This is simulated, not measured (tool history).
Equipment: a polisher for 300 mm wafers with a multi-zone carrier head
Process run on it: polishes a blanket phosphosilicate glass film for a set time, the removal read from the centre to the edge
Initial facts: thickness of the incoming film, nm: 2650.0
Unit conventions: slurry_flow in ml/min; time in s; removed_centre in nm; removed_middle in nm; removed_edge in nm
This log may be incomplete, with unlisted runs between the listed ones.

{"run": 1, "hour": 0.0, "slurry_flow": 125, "centre_zone": 1.0, "middle_zone": 1.0, "edge_zone": 1.0, "slurry_solids": 1.0, "time": 68, "removed_centre": 366.08, "removed_middle": 359.47, "removed_edge": 366.04}
{"run": 2, "hour": 5.0, "slurry_flow": 130, "centre_zone": 0.99, "middle_zone": 1.01, "edge_zone": 1.0, "slurry_solids": 1.0, "time": 68, "removed_centre": 372.36, "removed_middle": 373.61, "removed_edge": 369.07}
{"run": 3, "hour": 10.6, "slurry_flow": 130, "centre_zone": 0.98, "middle_zone": 1.02, "edge_zone": 1.0, "slurry_solids": 1.0, "time": 68, "removed_centre": 370.92, "removed_middle": 376.35, "removed_edge": 372.38}
{"run": 4, "hour": 14.9, "slurry_flow": 130, "centre_zone": 0.98, "middle_zone": 1.02, "edge_zone": 0.93, "slurry_solids": 1.0, "time": 68, "removed_centre": 366.35, "removed_middle": 371.51, "removed_edge": 351.65}
{"run": 5, "hour": 19.7, "slurry_flow": 130, "centre_zone": 0.98, "middle_zone": 1.02, "edge_zone": 0.93, "slurry_solids": 1.0, "time": 51, "removed_centre": 275.73, "removed_middle": 276.89, "removed_edge": 265.87}
{"run": 6, "hour": 25.2, "slurry_flow": 135, "centre_zone": 0.98, "middle_zone": 1.04, "edge_zone": 0.95, "slurry_solids": 1.05, "time": 51, "removed_centre": 280.01, "removed_middle": 290.27, "removed_edge": 271.93}
{"run": 7, "hour": 32.0, "slurry_flow": 140, "centre_zone": 0.98, "middle_zone": 1.05, "edge_zone": 0.97, "slurry_solids": 1.1, "time": 51, "removed_centre": 289.98, "removed_middle": 303.12, "removed_edge": 279.37}

Forecast run 8:
{"run": 8, "hour": 33.7, "slurry_flow": 140, "centre_zone": 0.98, "middle_zone": 1.05, "edge_zone": 0.99, "slurry_solids": 1.15, "time": 52, "removed_centre": "?", "removed_middle": "?", "removed_edge": "?"}

Run 8 yielded removed_centre 294.24 nm, removed_middle 309.14 nm, removed_edge 294.12 nm.
